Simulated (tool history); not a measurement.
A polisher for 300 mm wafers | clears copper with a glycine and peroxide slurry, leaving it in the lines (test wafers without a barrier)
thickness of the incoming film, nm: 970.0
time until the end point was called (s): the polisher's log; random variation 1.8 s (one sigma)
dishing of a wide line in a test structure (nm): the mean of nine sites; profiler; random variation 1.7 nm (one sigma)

| run | hour | flow of slurry (ml/min) | pressure of the wafer on the pad (kPa) | speed of the pad under the wafer (cm/s) | overpolish time after the end point (s) | time until the end point was called (s) | dishing of a wide line in a test structure (nm) |
|---|---|---|---|---|---|---|---|
| 1 | 0 | 310 | 19.3 | 126 | 27 | 149.69 | 64.067 |
| 2 | 4.3 | 245 | 19.3 | 126 | 27 | 144.94 | 60.932 |
| 3 | 7.8 | 310 | 19.3 | 126 | 27 | 153.3 | 65.823 |
| 4 | 10 | 310 | 15.9 | 126 | 27 | 173.02 | 57.71 |
| 5 | 14.4 | 310 | 15.9 | 126 | 35 | 173.65 | 64.732 |
| 6 | 15.4 | 310 | 15.9 | 156 | 35 | 151.87 | 65.727 |
| 7 | 18.2 | 315 | 21.4 | 178 | 28 | 106.77 | 68.735 |

The next listed run, before its measurement:
| 8 | 22.5 | 315 | 21.4 | 178 | 28 | ? | ? |

Run 8 gave time until the end point was called (s) 110.47, dishing of a wide line in a test structure (nm) 69.073.

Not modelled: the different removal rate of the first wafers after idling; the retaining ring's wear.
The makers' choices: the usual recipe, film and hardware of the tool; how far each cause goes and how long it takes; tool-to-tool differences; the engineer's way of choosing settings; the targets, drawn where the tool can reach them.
